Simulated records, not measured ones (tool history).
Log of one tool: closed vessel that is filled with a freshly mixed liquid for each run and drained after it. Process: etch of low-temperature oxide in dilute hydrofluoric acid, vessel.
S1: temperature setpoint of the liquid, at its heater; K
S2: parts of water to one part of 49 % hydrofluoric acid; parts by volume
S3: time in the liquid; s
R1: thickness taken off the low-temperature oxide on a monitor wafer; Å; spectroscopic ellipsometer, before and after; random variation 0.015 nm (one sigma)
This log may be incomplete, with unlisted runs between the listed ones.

{"run": 1, "hour": 0.0, "S1": 296.15, "S2": 200, "S3": 35, "R1": 51.898}
{"run": 2, "hour": 6.4, "S1": 294.15, "S2": 215, "S3": 35, "R1": 44.085}
{"run": 3, "hour": 11.8, "S1": 291.15, "S2": 215, "S3": 35, "R1": 39.367}
{"run": 4, "hour": 14.5, "S1": 290.65, "S2": 225, "S3": 35, "R1": 36.64}
{"run": 5, "hour": 16.2, "S1": 290.65, "S2": 230, "S3": 35, "R1": 35.901}
{"run": 6, "hour": 25.3, "S1": 290.65, "S2": 195, "S3": 35, "R1": 43.419}
{"run": 7, "hour": 26.7, "S1": 290.65, "S2": 210, "S3": 35, "R1": 39.699}

Predict the results of run 8:
{"run": 8, "hour": 35.9, "S1": 290.65, "S2": 220, "S3": 35, "R1": "?"}

{"run 8": {"R1": 37.588}}
